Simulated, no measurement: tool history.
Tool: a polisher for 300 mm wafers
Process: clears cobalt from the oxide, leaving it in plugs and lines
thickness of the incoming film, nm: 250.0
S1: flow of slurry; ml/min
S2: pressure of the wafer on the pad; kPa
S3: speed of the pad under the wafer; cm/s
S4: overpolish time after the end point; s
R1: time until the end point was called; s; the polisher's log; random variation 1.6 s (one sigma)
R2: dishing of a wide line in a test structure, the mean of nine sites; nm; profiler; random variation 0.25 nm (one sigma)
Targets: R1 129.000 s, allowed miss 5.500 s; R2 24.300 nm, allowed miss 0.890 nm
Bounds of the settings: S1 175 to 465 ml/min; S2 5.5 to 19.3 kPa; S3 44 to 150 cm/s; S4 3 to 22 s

run	day	S1	S2	S3	S4	R1	R2
1	0.000	295	12.4	96	11	67.795	27.697
2	0.154	295	12.4	96	9	68.735	24.064
3	0.225	295	11.0	94	11	76.442	25.893
4	0.317	295	11.0	72	11	91.590	22.659
5	0.383	295	11.0	62	11	100.870	21.049
6	0.433	295	11.0	62	16	101.460	28.126
7	0.742	295	10.3	62	16	103.910	27.399
8	1.050	295	9.7	62	16	112.450	25.928
9	1.250	295	9.7	62	16	110.730	25.912
10	1.542	295	9.0	62	16	117.640	24.629

4 next moves are on the table. One of them brings every result within its allowed miss. Which?
A	1.833	305	6.2	104	15	?	?
B	1.833	350	9.7	62	15	?	?
C	1.833	355	9.0	52	17	?	?
D	1.833	335	10.3	70	14	?	?

move	R1	R2
A	106.040	25.265
B	107.350	25.035
C	125.600	24.463
D	94.789	26.081
A: further off than the last run
B: further off than the last run
C: meets every target
D: further off than the last run
Answer: C
